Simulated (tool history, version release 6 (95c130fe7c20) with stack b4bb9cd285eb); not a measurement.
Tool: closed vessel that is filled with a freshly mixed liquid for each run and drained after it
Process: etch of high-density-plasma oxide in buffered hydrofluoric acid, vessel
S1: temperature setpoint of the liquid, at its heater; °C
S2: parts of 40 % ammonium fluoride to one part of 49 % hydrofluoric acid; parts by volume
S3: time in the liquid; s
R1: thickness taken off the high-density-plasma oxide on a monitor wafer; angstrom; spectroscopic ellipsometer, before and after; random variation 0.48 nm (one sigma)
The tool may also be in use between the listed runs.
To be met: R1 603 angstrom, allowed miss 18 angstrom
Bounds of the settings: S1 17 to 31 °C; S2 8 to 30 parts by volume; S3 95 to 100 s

run,day,S1,S2,S3,R1
1,0,23,21.5,95,732.58
2,0.233,22.5,21.5,95,717.25
3,0.504,22.5,21.5,95,708.92
4,0.65,22.5,21.5,100,761.66
5,1.025,22.5,21.5,100,755.23
6,1.367,22,21.5,100,738.32
7,1.533,22,21.5,100,738.24
8,1.829,21.5,21.5,100,720.09
9,2.15,21,21.5,100,693.72

4 next moves are on the table. One of them brings every result within its allowed miss. Which?
A,2.471,21.5,28,100,?
B,2.471,21.5,23.5,95,?
C,2.471,19,20,100,?
D,2.471,20,18.5,100,?

move,R1
A,596.13
B,639.14
C,653.54
D,746.79
A: meets every target
B: nearer than the last run, and not there yet
C: nearer than the last run, and not there yet
D: further off than the last run
The right move is A.
